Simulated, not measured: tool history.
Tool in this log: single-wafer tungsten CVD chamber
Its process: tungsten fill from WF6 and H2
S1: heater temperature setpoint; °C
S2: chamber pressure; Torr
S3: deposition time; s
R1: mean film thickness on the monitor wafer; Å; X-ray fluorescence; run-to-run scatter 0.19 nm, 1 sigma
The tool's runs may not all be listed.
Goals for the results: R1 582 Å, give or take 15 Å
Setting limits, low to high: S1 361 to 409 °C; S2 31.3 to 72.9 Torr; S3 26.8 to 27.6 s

| run | hour | S1 | S2 | S3 | R1 |
|---|---|---|---|---|---|
| 1 | 0 | 385 | 52.1 | 26.8 | 728.05 |
| 2 | 1.1 | 385 | 52.1 | 26.8 | 725.86 |
| 3 | 2.9 | 385 | 55.2 | 26.8 | 743.27 |
| 4 | 3.6 | 385 | 51.1 | 26.8 | 730.09 |
| 5 | 4.5 | 385 | 60.3 | 26.8 | 760.36 |
| 6 | 7.3 | 381 | 59.9 | 26.8 | 701.6 |
| 7 | 9.4 | 378 | 59.6 | 26.8 | 663.26 |
| 8 | 11.2 | 376 | 59.4 | 26.8 | 634.9 |
| 9 | 18.2 | 375 | 59.3 | 26.8 | 623.12 |
| 10 | 20.2 | 374 | 59.2 | 26.8 | 607.13 |

Exercise: of the 4 proposed moves below, exactly one satisfies all targets within the stated allowed misses. Which move is it?
| A | 22.2 | 373 | 62.8 | 27.6 | ? |
| B | 22.2 | 369 | 71.3 | 27 | ? |
| C | 22.2 | 376 | 49.4 | 27.6 | ? |
| D | 22.2 | 376 | 54 | 26.8 | ? |

| move | R1 |
|---|---|
| A | 625.98 |
| B | 587 |
| C | 619.77 |
| D | 617.25 |
A: moves away from the targets compared with the last run
B: in spec on every target
C: moves away from the targets compared with the last run
D: moves away from the targets compared with the last run
Move B is the one to make.

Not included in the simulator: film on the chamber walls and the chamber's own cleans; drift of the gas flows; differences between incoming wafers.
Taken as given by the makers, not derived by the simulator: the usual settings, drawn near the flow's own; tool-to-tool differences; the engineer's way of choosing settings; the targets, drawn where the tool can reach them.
